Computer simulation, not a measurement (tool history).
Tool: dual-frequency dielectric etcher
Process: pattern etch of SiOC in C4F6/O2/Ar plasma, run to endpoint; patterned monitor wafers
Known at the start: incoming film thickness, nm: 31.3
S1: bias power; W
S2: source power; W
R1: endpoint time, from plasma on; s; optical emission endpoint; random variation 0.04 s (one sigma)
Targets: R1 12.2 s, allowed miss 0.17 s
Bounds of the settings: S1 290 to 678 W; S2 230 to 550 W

Run 1, hour 0: S1 484 W, S2 390 W. Result: R1 10.787 s.
Run 2, hour 7.7: S1 447 W, S2 390 W. Result: R1 11.326 s.
Run 3, hour 11.4: S1 447 W, S2 350 W. Result: R1 11.613 s.
Run 4, hour 20.1: S1 395 W, S2 350 W. Result: R1 12.488 s.
Run 5, hour 22: S1 400 W, S2 350 W. Result: R1 12.443 s.
Run 6, hour 23: S1 400 W, S2 320 W. Result: R1 12.743 s.
Run 7, hour 28.1: S1 409 W, S2 320 W. Result: R1 12.573 s.
Run 8, hour 31: S1 415 W, S2 320 W. Result: R1 12.555 s.

5 next moves are on the table. One of them brings every result within its allowed miss. Which?
Run A, hour 33.9: S1 516 W, S2 240 W. Result: R1 ?.
Run B, hour 33.9: S1 505 W, S2 260 W. Result: R1 ?.
Run C, hour 33.9: S1 414 W, S2 350 W. Result: R1 ?.
Run D, hour 33.9: S1 406 W, S2 320 W. Result: R1 ?.
Run E, hour 33.9: S1 452 W, S2 320 W. Result: R1 ?.

move      R1
   A  11.966
   B  11.865
   C  12.227
   D  12.677
   E  11.934
A: takes the result that was furthest off past its target
B: takes the result that was furthest off past its target
C: meets every target
D: further off than the last run
E: takes the result that was furthest off past its target
Answer: C
